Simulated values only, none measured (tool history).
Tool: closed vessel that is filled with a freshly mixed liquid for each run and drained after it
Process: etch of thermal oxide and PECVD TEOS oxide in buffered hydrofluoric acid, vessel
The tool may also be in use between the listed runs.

run,day,temperature setpoint of the liquid (°C),parts of 40 % ammonium fluoride to one part of 49 % hydrofluoric acid (parts by volume),time in the liquid (s),thickness taken off the thermal oxide on a monitor wafer (nm),thickness taken off the PECVD TEOS oxide on a monitor wafer (nm)
1,0.000,21.0,17.0,90,48.432,109.120
2,0.033,21.0,17.0,110,59.423,134.450
3,0.292,21.0,13.5,110,74.369,165.250
4,0.438,20.5,14.5,110,67.070,151.470
5,0.596,20.0,15.5,110,61.018,138.320
6,0.704,19.5,16.0,110,57.679,130.820
7,0.875,19.0,16.5,110,54.738,122.930
8,0.983,19.0,17.0,110,52.822,119.240
9,1.233,19.0,17.5,110,51.711,115.180
10,1.279,19.0,18.0,110,50.178,113.180
11,1.650,19.0,18.5,110,48.894,109.280
12,1.738,19.0,19.0,110,47.487,106.970
13,1.983,19.0,19.5,110,46.169,102.850
14,2.304,19.0,20.0,110,45.360,101.330
15,2.367,19.0,20.5,110,44.725,100.400
16,2.533,18.0,21.5,110,40.460,91.252
17,2.738,17.5,22.5,110,38.170,85.570

Run 18 has not been measured yet. What should we expect?
18,2.862,17.0,23.0,110,?,?

Run 18 measured thickness taken off the thermal oxide on a monitor wafer (nm) 36.819, thickness taken off the PECVD TEOS oxide on a monitor wafer (nm) 81.643.
